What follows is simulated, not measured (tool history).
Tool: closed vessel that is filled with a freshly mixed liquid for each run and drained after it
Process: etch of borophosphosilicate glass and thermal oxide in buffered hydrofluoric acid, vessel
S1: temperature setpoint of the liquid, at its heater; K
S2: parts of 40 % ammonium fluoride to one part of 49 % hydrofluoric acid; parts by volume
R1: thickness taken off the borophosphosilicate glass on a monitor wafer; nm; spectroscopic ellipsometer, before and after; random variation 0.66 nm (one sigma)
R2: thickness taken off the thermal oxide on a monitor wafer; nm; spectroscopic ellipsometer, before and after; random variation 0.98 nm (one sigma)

{"run": 1, "hour": 0.0, "S1": 294.15, "S2": 9.5, "time in the liquid (s)": 60, "R1": 62.975, "R2": 58.553}
{"run": 2, "hour": 3.6, "S1": 295.65, "S2": 9.0, "time in the liquid (s)": 60, "R1": 69.988, "R2": 66.225}
{"run": 3, "hour": 10.9, "S1": 295.65, "S2": 6.5, "time in the liquid (s)": 60, "R1": 98.769, "R2": 92.56}
{"run": 4, "hour": 16.7, "S1": 296.65, "S2": 6.5, "time in the liquid (s)": 60, "R1": 103.01, "R2": 96.738}
{"run": 5, "hour": 24.0, "S1": 295.15, "S2": 6.5, "time in the liquid (s)": 60, "R1": 95.971, "R2": 89.473}
{"run": 6, "hour": 29.1, "S1": 295.15, "S2": 5.5, "time in the liquid (s)": 60, "R1": 111.54, "R2": 103.01}
{"run": 7, "hour": 31.2, "S1": 295.15, "S2": 5.5, "time in the liquid (s)": 60, "R1": 110.86, "R2": 103.26}
{"run": 8, "hour": 35.2, "S1": 296.15, "S2": 5.5, "time in the liquid (s)": 60, "R1": 117.53, "R2": 109.21}
{"run": 9, "hour": 40.2, "S1": 296.65, "S2": 5.5, "time in the liquid (s)": 60, "R1": 121.65, "R2": 113.14}
{"run": 10, "hour": 44.0, "S1": 297.15, "S2": 5.5, "time in the liquid (s)": 60, "R1": 124.02, "R2": 115.09}

The next listed run, before its measurement:
{"run": 11, "hour": 47.1, "S1": 297.65, "S2": 5.5, "time in the liquid (s)": 60, "R1": "?", "R2": "?"}

{"run 11": {"R1": 127.63, "R2": 119.95}}
